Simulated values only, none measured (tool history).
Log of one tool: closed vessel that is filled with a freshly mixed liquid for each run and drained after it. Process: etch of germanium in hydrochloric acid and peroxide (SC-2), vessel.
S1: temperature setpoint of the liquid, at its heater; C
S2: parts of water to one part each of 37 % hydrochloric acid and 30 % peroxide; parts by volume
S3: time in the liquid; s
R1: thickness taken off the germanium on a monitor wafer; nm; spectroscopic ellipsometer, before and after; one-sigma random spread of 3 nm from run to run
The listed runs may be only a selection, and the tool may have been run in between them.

run  hour    S1   S2  S3      R1
  1     0    57  5.5  85  302.81
  2     1    58  5.5  85  315.37
  3    10    59  5.5  85  326.41
  4  12.4  59.5  5.5  85  326.78
  5  14.2  59.5    4  85  329.75
  6  16.3  59.5    4  85  328.93
  7  21.1    60    4  85  337.01
  8  23.3  60.5    4  85  340.72

Expected results for the next run?
  9  31.5  61   4  85   ?

Run 9 produced R1 343.08 nm.
